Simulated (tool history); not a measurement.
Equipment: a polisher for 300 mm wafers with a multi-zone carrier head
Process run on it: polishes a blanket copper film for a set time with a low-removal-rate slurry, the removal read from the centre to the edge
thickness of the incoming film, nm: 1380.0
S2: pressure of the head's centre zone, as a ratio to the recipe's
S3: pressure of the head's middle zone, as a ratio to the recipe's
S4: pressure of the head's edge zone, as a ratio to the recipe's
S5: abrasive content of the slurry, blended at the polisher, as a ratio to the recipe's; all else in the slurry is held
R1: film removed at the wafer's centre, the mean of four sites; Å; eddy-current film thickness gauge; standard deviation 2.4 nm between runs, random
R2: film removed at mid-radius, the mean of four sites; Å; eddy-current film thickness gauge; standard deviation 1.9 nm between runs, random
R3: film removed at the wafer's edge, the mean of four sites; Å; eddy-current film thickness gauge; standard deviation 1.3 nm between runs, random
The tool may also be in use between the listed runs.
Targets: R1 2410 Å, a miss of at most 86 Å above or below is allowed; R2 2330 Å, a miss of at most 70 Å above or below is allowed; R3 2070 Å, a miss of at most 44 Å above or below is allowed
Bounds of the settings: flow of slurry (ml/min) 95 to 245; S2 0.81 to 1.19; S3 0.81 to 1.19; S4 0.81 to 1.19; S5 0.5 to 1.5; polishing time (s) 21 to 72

{"run": 1, "hour": 0.0, "flow of slurry (ml/min)": 155, "S2": 1, "S3": 1, "S4": 1, "S5": 1, "polishing time (s)": 46, "R1": 1887.3, "R2": 1734.1, "R3": 1712.7}
{"run": 2, "hour": 4.2, "flow of slurry (ml/min)": 155, "S2": 1, "S3": 1, "S4": 1, "S5": 0.9, "polishing time (s)": 46, "R1": 1816.6, "R2": 1702.1, "R3": 1689.2}
{"run": 3, "hour": 5.4, "flow of slurry (ml/min)": 155, "S2": 1.04, "S3": 1, "S4": 1, "S5": 0.9, "polishing time (s)": 46, "R1": 1932.3, "R2": 1721.4, "R3": 1679.5}
{"run": 4, "hour": 9.0, "flow of slurry (ml/min)": 155, "S2": 1.11, "S3": 1, "S4": 1, "S5": 0.9, "polishing time (s)": 46, "R1": 2058.2, "R2": 1702.2, "R3": 1690.7}
{"run": 5, "hour": 16.9, "flow of slurry (ml/min)": 155, "S2": 1.11, "S3": 0.95, "S4": 1, "S5": 0.9, "polishing time (s)": 46, "R1": 2085.9, "R2": 1651.9, "R3": 1698}
{"run": 6, "hour": 18.6, "flow of slurry (ml/min)": 155, "S2": 1.11, "S3": 0.9, "S4": 1, "S5": 0.9, "polishing time (s)": 46, "R1": 2071.9, "R2": 1580.8, "R3": 1685.7}
{"run": 7, "hour": 23.9, "flow of slurry (ml/min)": 170, "S2": 1.1, "S3": 0.96, "S4": 1.02, "S5": 0.95, "polishing time (s)": 46, "R1": 2112, "R2": 1705.2, "R3": 1743.9}
{"run": 8, "hour": 26.9, "flow of slurry (ml/min)": 180, "S2": 1.1, "S3": 1.01, "S4": 1.04, "S5": 1, "polishing time (s)": 46, "R1": 2142.2, "R2": 1816.2, "R3": 1798.1}
{"run": 9, "hour": 34.8, "flow of slurry (ml/min)": 225, "S2": 1.13, "S3": 1.11, "S4": 1.14, "S5": 1.25, "polishing time (s)": 47, "R1": 2489.2, "R2": 2192.3, "R3": 2075.3}

5 candidate next runs follow, results not yet known. Just one meets every target within its allowed miss. Identify it.
{"run": "A", "hour": 42.7, "flow of slurry (ml/min)": 245, "S2": 1.19, "S3": 1.19, "S4": 1.04, "S5": 1.2, "polishing time (s)": 47, "R1": "?", "R2": "?", "R3": "?"}
{"run": "B", "hour": 42.7, "flow of slurry (ml/min)": 245, "S2": 1.14, "S3": 1.12, "S4": 1.06, "S5": 1.1, "polishing time (s)": 50, "R1": "?", "R2": "?", "R3": "?"}
{"run": "C", "hour": 42.7, "flow of slurry (ml/min)": 245, "S2": 1.18, "S3": 1.1, "S4": 1.12, "S5": 1.25, "polishing time (s)": 47, "R1": "?", "R2": "?", "R3": "?"}
{"run": "D", "hour": 42.7, "flow of slurry (ml/min)": 195, "S2": 1.11, "S3": 1.19, "S4": 1.15, "S5": 0.75, "polishing time (s)": 54, "R1": "?", "R2": "?", "R3": "?"}
{"run": "E", "hour": 42.7, "flow of slurry (ml/min)": 215, "S2": 1.15, "S3": 1.02, "S4": 1.17, "S5": 1.4, "polishing time (s)": 48, "R1": "?", "R2": "?", "R3": "?"}

move=A R1=2645.8 R2=2324.7 R3=1967.8
move=B R1=2640.4 R2=2300 R3=2071.4
move=C R1=2647.4 R2=2193.4 R3=2061.5
move=D R1=2452.3 R2=2319.1 R3=2076.8
move=E R1=2654.6 R2=2121.8 R3=2184.4
A: gets the furthest-off result to its target, but another result is out of tolerance
B: gets the furthest-off result to its target, but another result is out of tolerance
C: its largest miss is bigger than the last run's
D: all results in spec
E: its largest miss is bigger than the last run's
Move D is the one to make.
